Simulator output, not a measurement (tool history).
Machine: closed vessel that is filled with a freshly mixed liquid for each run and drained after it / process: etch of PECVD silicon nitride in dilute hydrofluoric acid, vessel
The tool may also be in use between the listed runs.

run  hour  temperature setpoint of the liquid (K)  parts of water to one part of 49 % hydrofluoric acid (parts by volume)  time in the liquid (s)  thickness taken off the PECVD silicon nitride on a monitor wafer (Å)
  1   0.0                                  295.15                                                                      55                     190                                                                77.694
  2   5.3                                  295.15                                                                      55                     190                                                                76.258
  3  14.1                                  295.15                                                                      55                     135                                                                54.132
  4  15.5                                  296.15                                                                      55                     135                                                                58.404
  5  22.7                                  296.15                                                                      55                     190                                                                81.832
  6  24.9                                  296.15                                                                      35                     190                                                               127.370
  7  30.9                                  294.15                                                                      40                     190                                                                96.356
  8  36.6                                  293.15                                                                      40                     190                                                                90.045
  9  39.8                                  292.15                                                                      40                     190                                                                84.960
 10  46.6                                  291.65                                                                      40                     190                                                                83.058
 11  49.8                                  291.15                                                                      40                     190                                                                79.122
 12  56.5                                  290.65                                                                      40                     190                                                                76.689
 13  62.0                                  290.15                                                                      40                     190                                                                74.415

The next listed run, before its measurement:
     69.8  -- hydrofluoric acid flow meter replaced
 14  69.8                                  290.15                                                                      45                     190                                                                     ?

{"run 14": {"thickness taken off the PECVD silicon nitride on a monitor wafer (Å)": 70.216}}
